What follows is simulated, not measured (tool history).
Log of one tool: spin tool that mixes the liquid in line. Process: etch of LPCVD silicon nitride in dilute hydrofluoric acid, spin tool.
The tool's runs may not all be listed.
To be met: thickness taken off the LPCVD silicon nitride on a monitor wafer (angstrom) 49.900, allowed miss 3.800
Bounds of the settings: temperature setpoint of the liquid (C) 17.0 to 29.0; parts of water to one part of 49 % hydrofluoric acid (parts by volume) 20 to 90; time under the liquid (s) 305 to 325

run  hour  temperature setpoint of the liquid (C)  parts of water to one part of 49 % hydrofluoric acid (parts by volume)  time under the liquid (s)  thickness taken off the LPCVD silicon nitride on a monitor wafer (angstrom)
  1   0.0                                    21.0                                                                      50                        305                                                                       20.180
  2   5.6                                    21.0                                                                      65                        305                                                                       15.290
  3  12.3                                    19.5                                                                      65                        305                                                                       14.100
  4  17.1                                    19.5                                                                      65                        325                                                                       15.476
  5  18.5                                    18.0                                                                      65                        325                                                                       13.600
  6  21.0                                    21.0                                                                      55                        325                                                                       19.375
  7  27.3                                    23.0                                                                      45                        325                                                                       26.466
  8  30.8                                    24.5                                                                      40                        325                                                                       34.321
  9  35.8                                    25.5                                                                      40                        325                                                                       36.087
 10  42.9                                    26.5                                                                      40                        325                                                                       38.421
 11  43.6                                    27.0                                                                      40                        325                                                                       41.082
 12  52.7                                    27.5                                                                      40                        325                                                                       41.814
 13  57.5                                    28.0                                                                      40                        325                                                                       42.590

5 next moves are on the table. One of them brings every result within its allowed miss. Which?
  A  62.3                                    26.5                                                                      35                        320                                                                            ?
  B  62.3                                    28.0                                                                      35                        325                                                                            ?
  C  62.3                                    28.5                                                                      40                        310                                                                            ?
  D  62.3                                    28.5                                                                      40                        305                                                                            ?
  E  62.3                                    27.0                                                                      40                        320                                                                            ?

move  thickness taken off the LPCVD silicon nitride on a monitor wafer (angstrom)
   A                                                                       43.851
   B                                                                       49.198
   C                                                                       42.557
   D                                                                       41.871
   E                                                                       39.793
A: nearer than the last run, and not there yet
B: meets every target
C: as far off as the last run
D: further off than the last run
E: further off than the last run
Answer: B
